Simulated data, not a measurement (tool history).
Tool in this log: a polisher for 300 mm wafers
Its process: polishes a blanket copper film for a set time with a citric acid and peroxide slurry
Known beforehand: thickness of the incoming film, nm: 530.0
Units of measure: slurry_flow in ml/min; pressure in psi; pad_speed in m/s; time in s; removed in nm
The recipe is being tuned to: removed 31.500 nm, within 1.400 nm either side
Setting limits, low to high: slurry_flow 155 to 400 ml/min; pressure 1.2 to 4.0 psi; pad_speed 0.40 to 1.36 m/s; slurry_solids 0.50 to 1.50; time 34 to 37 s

Run 1, day 0.000: slurry_flow 255 ml/min, pressure 2.6 psi, pad_speed 0.88 m/s, slurry_solids 1.00, time 37 s. Result: removed 68.660 nm.
Run 2, day 0.196: slurry_flow 255 ml/min, pressure 2.3 psi, pad_speed 0.84 m/s, slurry_solids 1.00, time 37 s. Result: removed 58.817 nm.
Run 3, day 0.279: slurry_flow 210 ml/min, pressure 2.3 psi, pad_speed 0.84 m/s, slurry_solids 1.00, time 37 s. Result: removed 58.695 nm.
Run 4, day 0.425: slurry_flow 210 ml/min, pressure 2.3 psi, pad_speed 0.84 m/s, slurry_solids 1.10, time 37 s. Result: removed 58.406 nm.
Run 5, day 0.600: slurry_flow 210 ml/min, pressure 2.9 psi, pad_speed 0.84 m/s, slurry_solids 1.10, time 37 s. Result: removed 73.359 nm.
Run 6, day 0.817: slurry_flow 210 ml/min, pressure 2.6 psi, pad_speed 0.80 m/s, slurry_solids 1.10, time 37 s. Result: removed 62.787 nm.
Run 7, day 0.854: slurry_flow 210 ml/min, pressure 2.3 psi, pad_speed 0.76 m/s, slurry_solids 1.10, time 37 s. Result: removed 52.440 nm.
Run 8, day 1.133: slurry_flow 210 ml/min, pressure 2.1 psi, pad_speed 0.74 m/s, slurry_solids 1.10, time 37 s. Result: removed 47.862 nm.
Run 9, day 1.275: slurry_flow 210 ml/min, pressure 1.9 psi, pad_speed 0.72 m/s, slurry_solids 1.10, time 37 s. Result: removed 41.928 nm.
Run 10, day 1.308: slurry_flow 210 ml/min, pressure 1.2 psi, pad_speed 0.70 m/s, slurry_solids 1.10, time 37 s. Result: removed 27.094 nm.
Run 11, day 1.633: slurry_flow 210 ml/min, pressure 1.3 psi, pad_speed 0.70 m/s, slurry_solids 1.10, time 37 s. Result: removed 28.882 nm.

4 candidate next runs follow, results not yet known. Just one meets every target within its allowed miss. Identify it.
Run A, day 1.958: slurry_flow 215 ml/min, pressure 1.4 psi, pad_speed 0.60 m/s, slurry_solids 1.15, time 35 s. Result: removed ?.
Run B, day 1.958: slurry_flow 195 ml/min, pressure 1.6 psi, pad_speed 0.70 m/s, slurry_solids 1.10, time 34 s. Result: removed ?.
Run C, day 1.958: slurry_flow 205 ml/min, pressure 1.3 psi, pad_speed 0.70 m/s, slurry_solids 1.05, time 35 s. Result: removed ?.
Run D, day 1.958: slurry_flow 205 ml/min, pressure 1.2 psi, pad_speed 0.78 m/s, slurry_solids 1.15, time 35 s. Result: removed ?.

move  removed
   A   25.463
   B   31.564
   C   26.730
   D   27.946
A: the biggest miss grows against the last run
B: every result within its allowed miss
C: the biggest miss grows against the last run
D: the biggest miss grows against the last run
B meets every target.

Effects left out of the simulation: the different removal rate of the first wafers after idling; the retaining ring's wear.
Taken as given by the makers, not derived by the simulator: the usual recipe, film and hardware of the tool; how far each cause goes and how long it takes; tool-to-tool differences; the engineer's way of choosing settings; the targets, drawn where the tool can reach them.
